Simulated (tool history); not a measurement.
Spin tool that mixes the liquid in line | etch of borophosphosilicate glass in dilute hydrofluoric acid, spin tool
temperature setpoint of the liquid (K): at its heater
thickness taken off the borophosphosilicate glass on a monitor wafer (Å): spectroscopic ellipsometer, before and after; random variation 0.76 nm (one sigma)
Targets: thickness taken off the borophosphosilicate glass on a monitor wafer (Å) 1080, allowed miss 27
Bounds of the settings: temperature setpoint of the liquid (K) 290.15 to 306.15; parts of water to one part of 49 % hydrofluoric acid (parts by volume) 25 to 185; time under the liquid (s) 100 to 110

run	hour	temperature setpoint of the liquid (K)	parts of water to one part of 49 % hydrofluoric acid (parts by volume)	time under the liquid (s)	thickness taken off the borophosphosilicate glass on a monitor wafer (Å)
1	0	298.15	105	100	506.79
2	8.5	299.65	95	100	613.42
3	13.4	299.65	95	110	666.54
4	21.5	300.65	90	110	733.53
5	23.6	300.65	90	100	669.89
6	26.8	300.65	90	110	723.74
7	29.3	301.65	85	110	814.68
8	35.5	302.65	85	110	855.34
9	40.6	303.15	85	110	852.38
10	42.3	303.65	80	110	929.56
11	50.2	304.15	80	110	952.02
12	55.4	304.65	80	110	962.38
13	61.5	305.15	80	110	986.74
14	66.7	305.15	80	110	989.14

Which of these 5 next moves meets every target?
A	71.9	305.65	75	100	?
B	71.9	303.65	70	110	?
C	71.9	305.15	70	110	?
D	71.9	304.65	85	105	?
E	71.9	304.15	75	100	?

move	thickness taken off the borophosphosilicate glass on a monitor wafer (Å)
A	993.89
B	1094.2
C	1158.5
D	873.44
E	939.16
A: nearer than the last run, and not there yet
B: meets every target
C: takes the result that was furthest off past its target
D: further off than the last run
E: further off than the last run
The right move is B.
